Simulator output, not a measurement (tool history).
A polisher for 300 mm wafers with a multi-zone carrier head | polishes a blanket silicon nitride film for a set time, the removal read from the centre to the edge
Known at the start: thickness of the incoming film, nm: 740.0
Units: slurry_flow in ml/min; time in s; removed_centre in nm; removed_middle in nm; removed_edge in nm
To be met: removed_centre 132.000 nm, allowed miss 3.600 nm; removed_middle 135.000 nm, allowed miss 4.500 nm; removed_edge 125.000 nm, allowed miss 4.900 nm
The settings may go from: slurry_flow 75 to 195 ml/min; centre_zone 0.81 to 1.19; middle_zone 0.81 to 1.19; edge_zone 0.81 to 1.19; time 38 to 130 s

run,hour,slurry_flow,centre_zone,middle_zone,edge_zone,time,removed_centre,removed_middle,removed_edge
1,0.0,125,1.00,1.00,1.00,84,121.550,108.140,107.090
2,4.4,125,1.00,1.00,1.00,69,100.510,88.256,86.344
3,8.2,125,1.00,1.00,0.93,69,100.780,89.649,85.395
4,14.4,125,0.92,1.00,0.93,69,90.912,89.864,84.553
5,21.7,130,0.93,1.02,0.97,75,101.470,99.837,96.271
6,23.1,145,0.94,1.06,0.99,76,108.940,108.210,99.917
7,26.7,155,0.94,1.08,1.03,78,110.630,112.980,106.730
8,35.5,160,0.95,1.10,1.05,79,114.500,116.970,109.340
9,41.7,165,0.96,1.11,1.07,80,117.320,120.930,109.360
10,43.7,170,0.96,1.11,1.08,82,121.640,124.910,111.810

Which of these 5 next moves meets every target?
A,45.7,150,0.91,1.02,1.12,90,?,?,?
B,45.7,185,0.97,1.15,1.00,83,?,?,?
C,45.7,170,0.95,1.10,1.08,90,?,?,?
D,45.7,130,0.86,0.96,1.14,91,?,?,?
E,45.7,175,0.88,1.06,1.19,88,?,?,?

move,removed_centre,removed_middle,removed_edge
A,123.340,123.150,124.170
B,126.250,130.310,111.860
C,132.030,134.190,124.070
D,114.130,115.070,124.120
E,120.180,127.760,127.020
A: nearer than the last run, and not there yet
B: nearer than the last run, and not there yet
C: meets every target
D: further off than the last run
E: further off than the last run
The right move is C.

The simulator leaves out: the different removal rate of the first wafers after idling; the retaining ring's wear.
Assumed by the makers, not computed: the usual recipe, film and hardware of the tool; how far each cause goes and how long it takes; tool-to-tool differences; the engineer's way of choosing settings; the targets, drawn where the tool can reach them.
